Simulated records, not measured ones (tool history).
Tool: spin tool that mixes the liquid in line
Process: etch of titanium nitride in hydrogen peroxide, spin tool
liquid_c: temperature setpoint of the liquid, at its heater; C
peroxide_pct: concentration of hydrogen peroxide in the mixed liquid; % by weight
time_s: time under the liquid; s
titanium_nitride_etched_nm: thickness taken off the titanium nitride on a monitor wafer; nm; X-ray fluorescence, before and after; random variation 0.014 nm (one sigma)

run 1 hour=0 | liquid_c=57 peroxide_pct=25 time_s=45 | titanium_nitride_etched_nm=3.6833
run 2 hour=0.6 | liquid_c=57 peroxide_pct=21 time_s=45 | titanium_nitride_etched_nm=3.5127
run 3 hour=3.6 | liquid_c=57 peroxide_pct=17 time_s=45 | titanium_nitride_etched_nm=3.324
run 4 hour=11.2 | liquid_c=55.5 peroxide_pct=17 time_s=45 | titanium_nitride_etched_nm=3.0426
run 5 hour=18.2 | liquid_c=55.5 peroxide_pct=22 time_s=45 | titanium_nitride_etched_nm=3.22
run 6 hour=19.3 | liquid_c=55.5 peroxide_pct=26.5 time_s=45 | titanium_nitride_etched_nm=3.3444

Run 7 comes next. What will it give?
run 7 hour=22.9 | liquid_c=54 peroxide_pct=26.5 time_s=45 | titanium_nitride_etched_nm=?

titanium_nitride_etched_nm: 2.9909 nm
